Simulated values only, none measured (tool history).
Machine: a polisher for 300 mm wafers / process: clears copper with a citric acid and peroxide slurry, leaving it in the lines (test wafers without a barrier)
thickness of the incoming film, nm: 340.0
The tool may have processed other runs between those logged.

run	hour	flow of slurry (ml/min)	pressure of the wafer on the pad (psi)	speed of the pad under the wafer (m/s)	abrasive content of the slurry	overpolish time after the end point (s)	time until the end point was called (s)	dishing of a wide line in a test structure (nm)
1	0.0	295	4.0	1.00	1.0	23	144.74	41.503
2	0.8	295	3.8	1.00	1.0	23	146.33	41.136
3	3.5	295	3.6	1.00	1.0	23	150.73	37.625
4	7.3	295	3.4	0.98	1.0	24	158.87	37.864
5	12.5	355	3.4	0.98	1.0	24	155.60	39.770
6	15.4	350	3.2	0.98	1.0	24	157.92	36.252
7	23.9	345	3.0	0.96	1.0	25	167.65	35.492
8	32.3	340	2.8	0.96	1.0	25	181.57	34.864
9	34.8	340	2.7	0.96	1.0	25	183.51	34.305

For run 10, what comes out?
10	38.7	340	2.6	0.96	1.0	25	?	?

Run 10 came out at time until the end point was called (s) 195.30, dishing of a wide line in a test structure (nm) 33.239.
